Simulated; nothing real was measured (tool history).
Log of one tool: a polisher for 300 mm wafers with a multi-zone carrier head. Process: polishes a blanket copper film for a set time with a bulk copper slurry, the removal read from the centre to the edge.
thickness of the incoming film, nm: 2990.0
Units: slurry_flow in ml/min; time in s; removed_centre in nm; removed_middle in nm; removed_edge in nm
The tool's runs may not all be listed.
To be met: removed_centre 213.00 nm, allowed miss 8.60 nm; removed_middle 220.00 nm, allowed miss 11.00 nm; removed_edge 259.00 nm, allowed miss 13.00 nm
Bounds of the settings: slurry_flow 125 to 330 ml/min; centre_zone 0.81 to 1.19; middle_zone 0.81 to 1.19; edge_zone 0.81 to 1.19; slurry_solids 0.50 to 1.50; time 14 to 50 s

| run | hour | slurry_flow | centre_zone | middle_zone | edge_zone | slurry_solids | time | removed_centre | removed_middle | removed_edge |
|---|---|---|---|---|---|---|---|---|---|---|
| 1 | 0.0 | 210 | 1.00 | 1.00 | 1.00 | 1.00 | 32 | 296.14 | 296.07 | 298.13 |
| 2 | 8.2 | 210 | 1.00 | 1.00 | 1.00 | 1.00 | 38 | 356.46 | 346.54 | 355.76 |
| 3 | 10.7 | 210 | 1.00 | 0.94 | 1.00 | 1.00 | 38 | 357.25 | 330.12 | 350.91 |
| 4 | 16.9 | 210 | 1.00 | 0.94 | 0.93 | 1.00 | 38 | 355.53 | 333.15 | 341.17 |
| 5 | 17.8 | 205 | 0.98 | 0.93 | 0.94 | 0.95 | 37 | 325.93 | 316.84 | 338.11 |
| 6 | 22.5 | 205 | 0.98 | 0.93 | 0.94 | 0.80 | 37 | 320.01 | 303.88 | 326.89 |
| 7 | 27.9 | 205 | 0.97 | 0.92 | 0.94 | 0.75 | 36 | 308.05 | 289.73 | 310.54 |
| 8 | 34.7 | 200 | 0.95 | 0.91 | 0.94 | 0.70 | 35 | 284.18 | 274.19 | 299.40 |
| 9 | 41.6 | 195 | 0.94 | 0.90 | 0.94 | 0.70 | 35 | 283.13 | 273.97 | 298.58 |
| 10 | 45.6 | 190 | 0.93 | 0.89 | 0.94 | 0.70 | 35 | 281.92 | 264.34 | 288.04 |
| 11 | 50.5 | 205 | 0.92 | 0.89 | 0.95 | 0.70 | 34 | 270.87 | 258.63 | 293.82 |
| 12 | 51.2 | 205 | 0.91 | 0.89 | 0.95 | 0.70 | 34 | 270.24 | 266.86 | 286.18 |
| 13 | 55.7 | 200 | 0.90 | 0.89 | 0.97 | 0.70 | 34 | 263.09 | 265.32 | 295.94 |
| 14 | 63.1 | 195 | 0.89 | 0.88 | 0.97 | 0.70 | 34 | 266.71 | 253.34 | 290.22 |
| 15 | 67.8 | 195 | 0.81 | 0.91 | 1.07 | 0.50 | 30 | 201.08 | 219.15 | 245.63 |

Which of these 5 next moves meets every target?
| A | 72.5 | 180 | 0.85 | 0.89 | 1.08 | 0.50 | 31 | ? | ? | ? |
| B | 72.5 | 205 | 0.87 | 0.97 | 1.02 | 0.50 | 28 | ? | ? | ? |
| C | 72.5 | 200 | 0.86 | 1.03 | 0.89 | 0.50 | 29 | ? | ? | ? |
| D | 72.5 | 205 | 0.88 | 0.95 | 1.02 | 0.50 | 26 | ? | ? | ? |
| E | 72.5 | 160 | 0.90 | 0.99 | 1.00 | 0.50 | 28 | ? | ? | ? |

| move | removed_centre | removed_middle | removed_edge |
|---|---|---|---|
| A | 208.94 | 216.90 | 261.14 |
| B | 197.06 | 215.15 | 233.55 |
| C | 201.47 | 233.55 | 227.74 |
| D | 184.60 | 196.31 | 216.92 |
| E | 192.44 | 209.26 | 224.02 |
A: meets every target
B: further off than the last run
C: further off than the last run
D: further off than the last run
E: further off than the last run
Move A is the one to make.
